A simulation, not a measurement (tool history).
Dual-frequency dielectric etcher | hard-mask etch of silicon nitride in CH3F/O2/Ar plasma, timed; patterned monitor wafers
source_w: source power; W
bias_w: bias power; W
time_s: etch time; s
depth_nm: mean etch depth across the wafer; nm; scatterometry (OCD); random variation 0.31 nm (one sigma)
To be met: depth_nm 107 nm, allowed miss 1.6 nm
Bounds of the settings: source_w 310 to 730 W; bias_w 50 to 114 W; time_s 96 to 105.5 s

| run | hour | source_w | bias_w | time_s | depth_nm |
|---|---|---|---|---|---|
| 1 | 0 | 520 | 82 | 105.5 | 92.743 |
| 2 | 3 | 520 | 82 | 96 | 83.957 |
| 3 | 4.2 | 520 | 82 | 96 | 83.82 |
| 4 | 7.6 | 520 | 82 | 105.5 | 92.081 |
| 5 | 9.9 | 580 | 82 | 105.5 | 96.141 |
| 6 | 17 | 580 | 82 | 96 | 87.774 |
| 7 | 21 | 600 | 86 | 96.5 | 90.231 |
| 8 | 24.5 | 620 | 90 | 97.5 | 93.646 |
| 9 | 28.3 | 640 | 93 | 98 | 95.555 |
| 10 | 34.5 | 650 | 96 | 98.5 | 97.721 |
| 11 | 37.7 | 660 | 98 | 99 | 99.318 |
| 12 | 45 | 670 | 100 | 99 | 99.996 |
| 13 | 53.9 | 680 | 102 | 99.5 | 102.12 |
| 14 | 55.6 | 690 | 103 | 99.5 | 103.16 |
| 15 | 59.5 | 700 | 104 | 99.5 | 104.25 |

Which of these 4 next moves meets every target?
| A | 63.4 | 690 | 112 | 97.5 | ? |
| B | 63.4 | 730 | 103 | 104 | ? |
| C | 63.4 | 680 | 103 | 104 | ? |
| D | 63.4 | 720 | 94 | 101.5 | ? |

| move | depth_nm |
|---|---|
| A | 103.35 |
| B | 110.18 |
| C | 107.23 |
| D | 104.51 |
A: further off than the last run
B: takes the result that was furthest off past its target
C: meets every target
D: nearer than the last run, and not there yet
Move C is the one to make.
